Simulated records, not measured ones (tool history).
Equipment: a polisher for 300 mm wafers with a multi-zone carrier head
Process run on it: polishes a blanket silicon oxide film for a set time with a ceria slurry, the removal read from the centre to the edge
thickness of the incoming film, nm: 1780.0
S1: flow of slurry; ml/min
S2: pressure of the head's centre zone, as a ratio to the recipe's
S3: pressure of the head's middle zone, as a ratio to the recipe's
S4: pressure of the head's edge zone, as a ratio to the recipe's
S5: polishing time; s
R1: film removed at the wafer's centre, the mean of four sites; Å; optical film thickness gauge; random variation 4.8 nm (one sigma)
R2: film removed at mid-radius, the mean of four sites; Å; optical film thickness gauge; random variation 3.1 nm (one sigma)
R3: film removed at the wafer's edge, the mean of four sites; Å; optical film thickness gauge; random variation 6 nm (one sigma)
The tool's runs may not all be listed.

{"run": 1, "hour": 0.0, "S1": 300, "S2": 1.0, "S3": 1.0, "S4": 1.0, "S5": 48, "R1": 3006.9, "R2": 3115.2, "R3": 2901.6}
{"run": 2, "hour": 3.2, "S1": 300, "S2": 1.0, "S3": 1.0, "S4": 1.0, "S5": 57, "R1": 3564.1, "R2": 3664.2, "R3": 3445.6}
{"run": 3, "hour": 8.6, "S1": 300, "S2": 1.01, "S3": 1.0, "S4": 1.02, "S5": 58, "R1": 3693.0, "R2": 3764.9, "R3": 3583.8}
{"run": 4, "hour": 15.5, "S1": 300, "S2": 1.01, "S3": 1.0, "S4": 0.96, "S5": 58, "R1": 3747.4, "R2": 3720.6, "R3": 3458.4}
{"run": 5, "hour": 24.3, "S1": 375, "S2": 1.01, "S3": 1.0, "S4": 0.96, "S5": 58, "R1": 3793.2, "R2": 3807.0, "R3": 3387.5}
{"run": 6, "hour": 30.3, "S1": 365, "S2": 1.02, "S3": 1.0, "S4": 0.98, "S5": 58, "R1": 3826.9, "R2": 3779.4, "R3": 3512.6}

Estimate the outcome of run 7 from the log above:
{"run": 7, "hour": 32.4, "S1": 365, "S2": 1.02, "S3": 1.0, "S4": 0.98, "S5": 58, "R1": "?", "R2": "?", "R3": "?"}

R1: 3863.7 Å
R2: 3794.9 Å
R3: 3554.9 Å

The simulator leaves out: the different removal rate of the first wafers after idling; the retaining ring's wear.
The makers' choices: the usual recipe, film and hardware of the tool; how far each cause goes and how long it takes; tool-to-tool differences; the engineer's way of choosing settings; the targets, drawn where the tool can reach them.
